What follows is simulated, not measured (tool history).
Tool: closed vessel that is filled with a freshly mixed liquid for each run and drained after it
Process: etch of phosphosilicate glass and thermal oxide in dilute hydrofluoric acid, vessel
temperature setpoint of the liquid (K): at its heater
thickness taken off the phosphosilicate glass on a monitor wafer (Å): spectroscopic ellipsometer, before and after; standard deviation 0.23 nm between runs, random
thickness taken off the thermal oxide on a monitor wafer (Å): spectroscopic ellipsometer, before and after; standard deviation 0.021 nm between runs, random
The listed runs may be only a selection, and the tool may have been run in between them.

run	hour	temperature setpoint of the liquid (K)	parts of water to one part of 49 % hydrofluoric acid (parts by volume)	time in the liquid (s)	thickness taken off the phosphosilicate glass on a monitor wafer (Å)	thickness taken off the thermal oxide on a monitor wafer (Å)
1	0.0	296.15	60	60	584.21	49.297
2	5.8	296.15	50	60	710.06	58.723
3	12.4	294.15	60	60	541.55	45.056
4	14.6	292.65	65	60	465.72	37.980
5	23.5	292.65	65	75	580.67	47.899
6	27.2	291.65	75	75	475.29	39.278

Run 7, settings as shown, results not yet in. Your forecast:
7	32.7	291.65	75	75	?	?

Logged for run 7: thickness taken off the phosphosilicate glass on a monitor wafer (Å) 483.01, thickness taken off the thermal oxide on a monitor wafer (Å) 39.045.
